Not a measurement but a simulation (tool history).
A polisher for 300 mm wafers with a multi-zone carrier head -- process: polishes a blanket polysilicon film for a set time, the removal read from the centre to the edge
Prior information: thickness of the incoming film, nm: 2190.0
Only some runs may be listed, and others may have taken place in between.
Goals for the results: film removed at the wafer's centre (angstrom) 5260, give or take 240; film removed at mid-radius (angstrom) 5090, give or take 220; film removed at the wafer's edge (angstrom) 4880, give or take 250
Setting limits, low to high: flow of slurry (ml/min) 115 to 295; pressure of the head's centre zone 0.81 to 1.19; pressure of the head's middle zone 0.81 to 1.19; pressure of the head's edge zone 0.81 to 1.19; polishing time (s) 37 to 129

run,hour,flow of slurry (ml/min),pressure of the head's centre zone,pressure of the head's middle zone,pressure of the head's edge zone,polishing time (s),film removed at the wafer's centre (angstrom),film removed at mid-radius (angstrom),film removed at the wafer's edge (angstrom)
1,0,190,1,1,1,83,6018.6,5898.3,5902.1
2,5.9,190,1,1,0.92,83,5846.5,5963.3,5948.6
3,11.5,190,1,0.95,0.92,83,6016.7,5730.7,5779.4
4,13.8,190,1,0.95,0.99,83,6144.3,5722.3,6105.2
5,21.4,190,1,0.95,0.99,101,7350.9,7086.4,7221.5
6,29.8,190,1.01,0.97,0.97,93,6948.8,6415.1,6454.6
7,38,185,1.02,0.99,0.95,88,6492.1,6284.3,6219.5
8,40.8,185,1.03,1,0.94,83,6153.4,5740.9,5909
9,47.1,200,1.03,1.01,0.91,79,5856.1,5655.8,5492.1

Pick the move, out of 4, that brings all results within their allowed miss; only one does.
A,53.4,190,1.05,1.02,0.9,70,?,?,?
B,53.4,150,1.13,0.81,1,83,?,?,?
C,53.4,130,1.1,0.89,0.88,81,?,?,?
D,53.4,140,0.98,0.96,0.93,83,?,?,?

move,film removed at the wafer's centre (angstrom),film removed at mid-radius (angstrom),film removed at the wafer's edge (angstrom)
A,5291.9,5032,4910.4
B,6287.5,4782.1,5934.1
C,5785.7,4838.4,5317.2
D,5565.9,5354,5657.9
A: each result inside its tolerance
B: carries the result that was furthest off beyond its target, to the other side
C: carries the result that was furthest off beyond its target, to the other side
D: moves away from the targets compared with the last run
The right move is A.
